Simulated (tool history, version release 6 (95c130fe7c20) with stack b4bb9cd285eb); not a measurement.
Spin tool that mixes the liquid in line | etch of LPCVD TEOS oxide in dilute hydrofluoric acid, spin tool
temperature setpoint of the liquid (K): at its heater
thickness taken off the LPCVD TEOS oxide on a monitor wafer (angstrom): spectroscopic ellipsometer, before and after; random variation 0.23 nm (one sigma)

run	hour	temperature setpoint of the liquid (K)	parts of water to one part of 49 % hydrofluoric acid (parts by volume)	time under the liquid (s)	thickness taken off the LPCVD TEOS oxide on a monitor wafer (angstrom)
1	0	294.15	225	300	158.14
2	6.9	294.15	225	320	167.88
3	12.7	294.15	225	320	164.69
4	21.6	295.65	220	320	181.79
5	29.5	296.65	215	320	190.94
6	35.9	296.65	135	320	339.21
7	39.8	295.65	140	320	311.22

Run 8 comes next. What will it give?
8	47.6	294.65	145	320	?

thickness taken off the LPCVD TEOS oxide on a monitor wafer (angstrom): 284.51
